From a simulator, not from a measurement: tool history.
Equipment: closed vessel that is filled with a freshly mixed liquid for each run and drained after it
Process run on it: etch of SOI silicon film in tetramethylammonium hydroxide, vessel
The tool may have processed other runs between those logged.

run	hour	temperature setpoint of the liquid (K)	concentration of hydroxide in the mixed liquid (% by weight)	time in the liquid (s)	thickness taken off the SOI silicon film on a monitor wafer (angstrom)
1	0	334.15	11.5	95	3489.3
2	5.2	334.15	11.5	95	3517
3	6.7	331.65	11.5	95	3073.7
4	10.9	331.65	11.5	95	2991.1
5	14.6	331.65	10.5	95	3112.6
6	23	334.15	10.5	95	3609.3

Predict the results of run 7:
# hour 31.7: hydroxide flow meter replaced
7	31.7	331.65	10.5	95	?

Run 7 came out at thickness taken off the SOI silicon film on a monitor wafer (angstrom) 3015.5.
